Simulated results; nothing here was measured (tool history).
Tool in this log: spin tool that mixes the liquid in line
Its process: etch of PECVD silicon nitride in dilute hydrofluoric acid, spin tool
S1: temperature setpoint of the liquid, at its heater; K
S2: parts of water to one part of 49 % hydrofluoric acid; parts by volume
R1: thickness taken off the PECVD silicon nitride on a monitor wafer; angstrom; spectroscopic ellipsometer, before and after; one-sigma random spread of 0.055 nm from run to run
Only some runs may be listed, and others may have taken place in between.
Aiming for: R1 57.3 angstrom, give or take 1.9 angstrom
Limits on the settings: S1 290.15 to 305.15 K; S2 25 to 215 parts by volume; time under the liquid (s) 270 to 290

run 1 day=0 | S1=297.15 S2=120 time_under_the_liquid_(s)=270 | R1=94.741
run 2 day=0.05 | S1=297.15 S2=135 time_under_the_liquid_(s)=270 | R1=84.19
run 3 day=0.183 | S1=296.15 S2=135 time_under_the_liquid_(s)=270 | R1=80.005
run 4 day=0.429 | S1=297.65 S2=135 time_under_the_liquid_(s)=270 | R1=88.016
run 5 day=0.512 | S1=294.15 S2=135 time_under_the_liquid_(s)=270 | R1=69.625
run 6 day=0.55 | S1=294.15 S2=135 time_under_the_liquid_(s)=270 | R1=69.879
run 7 day=0.904 | S1=293.65 S2=135 time_under_the_liquid_(s)=270 | R1=67.192
run 8 day=1.258 | S1=293.15 S2=135 time_under_the_liquid_(s)=270 | R1=64.369

Next run, 4 choices. One meets every target within its allowed miss, the rest don't. Which?
run A day=1.612 | S1=294.65 S2=185 time_under_the_liquid_(s)=270 | R1=?
run B day=1.612 | S1=292.65 S2=160 time_under_the_liquid_(s)=270 | R1=?
run C day=1.612 | S1=290.15 S2=135 time_under_the_liquid_(s)=270 | R1=?
run D day=1.612 | S1=293.65 S2=165 time_under_the_liquid_(s)=275 | R1=?

move=A R1=52.79
move=B R1=53.3
move=C R1=53.021
move=D R1=56.308
A: pushes the last run's worst result past its target
B: pushes the last run's worst result past its target
C: pushes the last run's worst result past its target
D: each result inside its tolerance
D meets every target.
